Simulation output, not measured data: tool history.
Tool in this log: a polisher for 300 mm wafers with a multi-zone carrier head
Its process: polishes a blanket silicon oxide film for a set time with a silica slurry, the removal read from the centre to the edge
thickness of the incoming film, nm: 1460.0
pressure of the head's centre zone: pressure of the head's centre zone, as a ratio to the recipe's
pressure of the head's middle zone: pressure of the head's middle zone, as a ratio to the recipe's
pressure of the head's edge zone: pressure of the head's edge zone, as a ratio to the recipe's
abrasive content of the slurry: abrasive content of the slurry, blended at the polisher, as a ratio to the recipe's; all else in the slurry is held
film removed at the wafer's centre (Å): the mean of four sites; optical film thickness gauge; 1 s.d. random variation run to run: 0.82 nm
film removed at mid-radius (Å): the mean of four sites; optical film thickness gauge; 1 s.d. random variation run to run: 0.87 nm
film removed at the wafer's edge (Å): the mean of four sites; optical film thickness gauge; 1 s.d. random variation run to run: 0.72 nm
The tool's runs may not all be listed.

| run | hour | flow of slurry (ml/min) | pressure of the head's centre zone | pressure of the head's middle zone | pressure of the head's edge zone | abrasive content of the slurry | polishing time (s) | film removed at the wafer's centre (Å) | film removed at mid-radius (Å) | film removed at the wafer's edge (Å) |
|---|---|---|---|---|---|---|---|---|---|---|
| 1 | 0.0 | 120 | 1.00 | 1.00 | 1.00 | 1.00 | 84 | 2647.6 | 2565.2 | 2567.8 |
| 2 | 2.9 | 120 | 1.00 | 1.00 | 1.00 | 1.00 | 64 | 2003.7 | 1965.4 | 1995.0 |
| 3 | 5.1 | 120 | 0.95 | 1.00 | 1.00 | 1.00 | 64 | 1911.3 | 1949.8 | 1994.3 |
| 4 | 7.1 | 110 | 0.96 | 0.98 | 0.96 | 0.90 | 59 | 1632.8 | 1608.3 | 1669.2 |
| 5 | 15.9 | 110 | 0.96 | 0.94 | 0.96 | 0.90 | 59 | 1642.8 | 1555.1 | 1643.5 |
| 6 | 18.0 | 105 | 0.96 | 0.93 | 0.93 | 0.80 | 56 | 1394.0 | 1301.6 | 1394.9 |

Predict the results of run 7:
| 7 | 23.3 | 105 | 0.97 | 0.93 | 0.91 | 0.75 | 55 | ? | ? | ? |

Run 7 came out at film removed at the wafer's centre (Å) 1306.6, film removed at mid-radius (Å) 1198.4, film removed at the wafer's edge (Å) 1265.4.
